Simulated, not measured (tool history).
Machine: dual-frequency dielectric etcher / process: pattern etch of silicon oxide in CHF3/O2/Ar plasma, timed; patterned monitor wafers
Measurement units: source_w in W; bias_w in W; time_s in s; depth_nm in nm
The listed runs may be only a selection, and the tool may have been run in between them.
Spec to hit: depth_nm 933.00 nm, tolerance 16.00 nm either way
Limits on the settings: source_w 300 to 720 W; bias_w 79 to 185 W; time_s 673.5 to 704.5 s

| run | day | source_w | bias_w | time_s | depth_nm |
|---|---|---|---|---|---|
| 1 | 0.000 | 510 | 132 | 673.5 | 1050.80 |
| 2 | 0.242 | 480 | 131 | 673.5 | 1047.40 |
| 3 | 0.400 | 480 | 131 | 673.5 | 1037.40 |
| 4 | 0.583 | 480 | 131 | 673.5 | 1037.60 |
| 5 | 0.829 | 450 | 128 | 673.5 | 1004.60 |
| 6 | 0.979 | 430 | 127 | 673.5 | 992.45 |
| 7 | 1.275 | 410 | 126 | 673.5 | 987.80 |
| 8 | 1.317 | 390 | 125 | 673.5 | 967.71 |
| 9 | 1.671 | 380 | 124 | 673.5 | 951.91 |

Below are 4 possible settings for the next run. Only one of them brings all results inside the allowed miss of their targets. Which is it?
| A | 2.025 | 300 | 154 | 696.5 | ? |
| B | 2.025 | 390 | 120 | 685.0 | ? |
| C | 2.025 | 340 | 132 | 674.0 | ? |
| D | 2.025 | 400 | 118 | 678.0 | ? |

| move | depth_nm |
|---|---|
| A | 968.56 |
| B | 977.87 |
| C | 940.60 |
| D | 972.35 |
A: lands further from the targets than the last run did
B: lands further from the targets than the last run did
C: all results in spec
D: lands further from the targets than the last run did
Correct choice: C, which meets every target
